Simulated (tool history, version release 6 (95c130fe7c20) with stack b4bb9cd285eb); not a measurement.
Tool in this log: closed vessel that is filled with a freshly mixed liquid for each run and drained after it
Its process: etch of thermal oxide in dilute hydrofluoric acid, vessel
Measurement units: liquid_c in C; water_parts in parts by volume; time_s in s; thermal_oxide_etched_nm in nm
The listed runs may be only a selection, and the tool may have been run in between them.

run	day	liquid_c	water_parts	time_s	thermal_oxide_etched_nm
1	0.000	22.0	170	735	17.549
2	0.288	21.0	175	735	16.291
3	0.617	20.5	180	735	15.635
4	0.754	20.5	180	540	11.421
5	0.862	20.5	180	735	15.532
6	1.233	20.0	185	735	14.965
7	1.329	19.5	190	735	13.917
8	1.483	19.5	190	735	14.040

Expected results for the next run?
9	1.696	19.0	190	735	?

{"run 9": {"thermal_oxide_etched_nm": 13.771}}
